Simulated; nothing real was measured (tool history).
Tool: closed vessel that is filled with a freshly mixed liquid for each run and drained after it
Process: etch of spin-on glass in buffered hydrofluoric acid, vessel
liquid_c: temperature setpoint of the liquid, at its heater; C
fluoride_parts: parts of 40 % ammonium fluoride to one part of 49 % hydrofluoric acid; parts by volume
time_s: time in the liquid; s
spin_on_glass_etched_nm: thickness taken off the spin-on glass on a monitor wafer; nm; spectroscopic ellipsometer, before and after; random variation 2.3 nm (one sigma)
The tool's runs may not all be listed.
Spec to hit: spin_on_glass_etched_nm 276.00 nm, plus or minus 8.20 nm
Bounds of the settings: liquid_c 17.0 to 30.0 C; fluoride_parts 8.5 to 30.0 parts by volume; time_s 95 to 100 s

run	day	liquid_c	fluoride_parts	time_s	spin_on_glass_etched_nm
1	0.000	22.0	23.5	95	161.39
2	0.083	25.0	23.5	95	195.41
3	0.233	26.5	23.0	95	209.47
4	0.408	26.5	28.5	95	181.91
5	0.729	28.5	28.5	95	200.40
6	0.846	29.0	26.0	95	220.66
7	1.088	29.5	24.5	95	238.18
8	1.271	29.5	23.5	95	243.73
9	1.554	29.5	22.5	95	254.14

Pick the move, out of 5, that brings all results within their allowed miss; only one does.
A	1.838	27.5	23.0	100	?
B	1.838	26.0	20.0	100	?
C	1.838	30.0	20.5	95	?
D	1.838	29.0	22.0	100	?
E	1.838	29.5	23.5	100	?

move	spin_on_glass_etched_nm
A	233.41
B	236.96
C	274.06
D	260.70
E	255.90
A: lands further from the targets than the last run did
B: lands further from the targets than the last run did
C: in spec on every target
D: nearer the targets than the last run, but a result is still out of spec
E: nearer the targets than the last run, but a result is still out of spec
The move that meets every target is C.

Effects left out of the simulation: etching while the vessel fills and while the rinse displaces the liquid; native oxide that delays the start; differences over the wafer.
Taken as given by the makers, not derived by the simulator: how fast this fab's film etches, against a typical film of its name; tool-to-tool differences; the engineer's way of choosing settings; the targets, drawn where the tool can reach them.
